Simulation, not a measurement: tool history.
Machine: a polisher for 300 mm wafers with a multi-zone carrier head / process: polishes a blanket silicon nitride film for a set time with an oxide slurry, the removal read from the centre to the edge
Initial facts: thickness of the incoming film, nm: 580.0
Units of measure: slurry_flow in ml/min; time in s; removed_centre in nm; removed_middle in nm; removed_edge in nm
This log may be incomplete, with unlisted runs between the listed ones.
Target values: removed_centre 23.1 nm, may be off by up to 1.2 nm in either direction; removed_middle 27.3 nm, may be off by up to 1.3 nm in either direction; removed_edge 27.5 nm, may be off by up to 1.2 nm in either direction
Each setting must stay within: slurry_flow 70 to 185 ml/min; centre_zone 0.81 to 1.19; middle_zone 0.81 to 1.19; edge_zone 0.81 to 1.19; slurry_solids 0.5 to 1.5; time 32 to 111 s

Run 1, hour 0: slurry_flow 120 ml/min, centre_zone 1, middle_zone 1, edge_zone 1, slurry_solids 1, time 71 s. Result: removed_centre 44.462 nm, removed_middle 45.616 nm, removed_edge 47.059 nm.
Run 2, hour 0.5: slurry_flow 120 ml/min, centre_zone 1, middle_zone 1.03, edge_zone 1, slurry_solids 1, time 71 s. Result: removed_centre 45.1 nm, removed_middle 47.622 nm, removed_edge 47.635 nm.
Run 3, hour 7.8: slurry_flow 115 ml/min, centre_zone 0.96, middle_zone 1.02, edge_zone 0.97, slurry_solids 0.85, time 67 s. Result: removed_centre 35.497 nm, removed_middle 37.832 nm, removed_edge 38.352 nm.
Run 4, hour 15.8: slurry_flow 115 ml/min, centre_zone 0.96, middle_zone 1.02, edge_zone 0.97, slurry_solids 0.85, time 52 s. Result: removed_centre 27.405 nm, removed_middle 29.708 nm, removed_edge 29.037 nm.
Run 5, hour 20.1: slurry_flow 115 ml/min, centre_zone 0.96, middle_zone 1.02, edge_zone 1.03, slurry_solids 0.85, time 52 s. Result: removed_centre 27.28 nm, removed_middle 29.715 nm, removed_edge 29.91 nm.
Run 6, hour 20.7: slurry_flow 105 ml/min, centre_zone 0.94, middle_zone 1.03, edge_zone 1.03, slurry_solids 0.85, time 52 s. Result: removed_centre 26.427 nm, removed_middle 28.732 nm, removed_edge 29.571 nm.
Run 7, hour 27.5: slurry_flow 90 ml/min, centre_zone 0.84, middle_zone 1.08, edge_zone 0.97, slurry_solids 0.8, time 52 s. Result: removed_centre 19.764 nm, removed_middle 26.816 nm, removed_edge 26.665 nm.
Run 8, hour 35.2: slurry_flow 95 ml/min, centre_zone 0.86, middle_zone 1.07, edge_zone 0.97, slurry_solids 0.8, time 52 s. Result: removed_centre 21.674 nm, removed_middle 26.97 nm, removed_edge 26.256 nm.
Run 9, hour 36.4: slurry_flow 105 ml/min, centre_zone 0.86, middle_zone 1.04, edge_zone 1.03, slurry_solids 0.85, time 52 s. Result: removed_centre 23.95 nm, removed_middle 29.41 nm, removed_edge 29.683 nm.
Run 10, hour 41.6: slurry_flow 100 ml/min, centre_zone 0.87, middle_zone 1.04, edge_zone 1.02, slurry_solids 0.85, time 52 s. Result: removed_centre 23.303 nm, removed_middle 28.321 nm, removed_edge 29.692 nm.
At hour 46.9: slurry nozzle cleaned.
Run 11, hour 46.9: slurry_flow 100 ml/min, centre_zone 0.87, middle_zone 1.04, edge_zone 1.02, slurry_solids 0.85, time 52 s. Result: removed_centre 25.761 nm, removed_middle 30.448 nm, removed_edge 30.558 nm.
Run 12, hour 50.9: slurry_flow 95 ml/min, centre_zone 0.89, middle_zone 1.05, edge_zone 1.01, slurry_solids 0.85, time 52 s. Result: removed_centre 25.949 nm, removed_middle 29.752 nm, removed_edge 29.811 nm.
Run 13, hour 59: slurry_flow 100 ml/min, centre_zone 0.89, middle_zone 1.04, edge_zone 1, slurry_solids 0.85, time 52 s. Result: removed_centre 26.298 nm, removed_middle 30.474 nm, removed_edge 30.839 nm.
Run 14, hour 65.3: slurry_flow 105 ml/min, centre_zone 0.9, middle_zone 1.05, edge_zone 1.02, slurry_solids 0.85, time 52 s. Result: removed_centre 27.381 nm, removed_middle 31.101 nm, removed_edge 31.108 nm.
Run 15, hour 66.5: slurry_flow 100 ml/min, centre_zone 0.9, middle_zone 1.05, edge_zone 1.01, slurry_solids 0.85, time 52 s. Result: removed_centre 26.306 nm, removed_middle 30.159 nm, removed_edge 30.407 nm.
Run 16, hour 67.9: slurry_flow 100 ml/min, centre_zone 0.9, middle_zone 1.04, edge_zone 0.99, slurry_solids 0.85, time 52 s. Result: removed_centre 26.326 nm, removed_middle 30.394 nm, removed_edge 30.39 nm.
Run 17, hour 69: slurry_flow 100 ml/min, centre_zone 0.9, middle_zone 1.05, edge_zone 1, slurry_solids 0.85, time 52 s. Result: removed_centre 26.848 nm, removed_middle 30.859 nm, removed_edge 30.362 nm.
Run 18, hour 73.3: slurry_flow 100 ml/min, centre_zone 0.9, middle_zone 1.04, edge_zone 0.98, slurry_solids 0.85, time 52 s. Result: removed_centre 27.391 nm, removed_middle 31.367 nm, removed_edge 29.802 nm.
Run 19, hour 73.9: slurry_flow 100 ml/min, centre_zone 0.9, middle_zone 1.05, edge_zone 0.99, slurry_solids 0.85, time 51 s. Result: removed_centre 26.013 nm, removed_middle 30.885 nm, removed_edge 29.959 nm.
Run 20, hour 82.2: slurry_flow 80 ml/min, centre_zone 0.85, middle_zone 1, edge_zone 0.99, slurry_solids 0.75, time 50 s. Result: removed_centre 19.835 nm, removed_middle 23.655 nm, removed_edge 24.726 nm.
Run 21, hour 89.8: slurry_flow 90 ml/min, centre_zone 0.86, middle_zone 1.01, edge_zone 1, slurry_solids 0.75, time 50 s. Result: removed_centre 21.322 nm, removed_middle 24.267 nm, removed_edge 25.46 nm.
Run 22, hour 94.9: slurry_flow 95 ml/min, centre_zone 0.87, middle_zone 1.03, edge_zone 1.01, slurry_solids 0.75, time 50 s. Result: removed_centre 21.655 nm, removed_middle 25.919 nm, removed_edge 26.456 nm.
Run 23, hour 101.2: slurry_flow 100 ml/min, centre_zone 0.88, middle_zone 1.03, edge_zone 1.01, slurry_solids 0.75, time 50 s. Result: removed_centre 22.327 nm, removed_middle 25.714 nm, removed_edge 26.227 nm.

Exactly one of the 5 candidate moves below puts every result within its allowed miss. Which one?
Run A, hour 107.5: slurry_flow 180 ml/min, centre_zone 0.84, middle_zone 1.01, edge_zone 1.06, slurry_solids 0.9, time 39 s. Result: removed_centre ?, removed_middle ?, removed_edge ?.
Run B, hour 107.5: slurry_flow 110 ml/min, centre_zone 0.86, middle_zone 0.95, edge_zone 1.19, slurry_solids 0.75, time 48 s. Result: removed_centre ?, removed_middle ?, removed_edge ?.
Run C, hour 107.5: slurry_flow 135 ml/min, centre_zone 0.92, middle_zone 1.11, edge_zone 1, slurry_solids 0.85, time 39 s. Result: removed_centre ?, removed_middle ?, removed_edge ?.
Run D, hour 107.5: slurry_flow 115 ml/min, centre_zone 0.93, middle_zone 0.94, edge_zone 1.15, slurry_solids 0.5, time 85 s. Result: removed_centre ?, removed_middle ?, removed_edge ?.
Run E, hour 107.5: slurry_flow 80 ml/min, centre_zone 0.92, middle_zone 0.93, edge_zone 1.03, slurry_solids 0.75, time 52 s. Result: removed_centre ?, removed_middle ?, removed_edge ?.

move  removed_centre  removed_middle  removed_edge
   A          22.277          27.223        27.361
   B           21.07          24.225        27.997
   C          21.895           26.61        24.375
   D          22.051          23.175         26.48
   E          21.481           23.07        26.301
A: in spec on every target
B: further off than the last run
C: the furthest-off result lands on target, but another misses its tolerance
D: further off than the last run
E: further off than the last run
Go with A: it meets all targets.
